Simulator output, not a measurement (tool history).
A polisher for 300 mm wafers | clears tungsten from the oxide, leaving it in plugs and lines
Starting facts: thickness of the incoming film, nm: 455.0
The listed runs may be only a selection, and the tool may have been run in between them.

run  hour  flow of slurry (ml/min)  pressure of the wafer on the pad (psi)  speed of the pad under the wafer (cm/s)  abrasive content of the slurry  overpolish time after the end point (s)  time until the end point was called (s)
  1   0.0                      230                                     4.0                                      118                             1.0                                       40                                   83.832
  2   0.5                      230                                     4.4                                      120                             1.0                                       40                                   76.306
  3   5.5                      195                                     4.4                                      120                             1.0                                       40                                   77.836
  4  12.2                      195                                     4.7                                      122                             1.0                                       40                                   70.598
  5  14.9                      195                                     4.7                                      122                             1.0                                       40                                   71.720
  6  15.4                      195                                     4.7                                      122                             1.2                                       40                                   68.213
  7  18.2                      195                                     4.9                                      122                             1.2                                       40                                   66.320

Run 8 has not been measured yet. What should we expect?
  8  26.4                      195                                     5.1                                      122                             1.2                                       40                                        ?

{"run 8": {"time until the end point was called (s)": 65.267}}
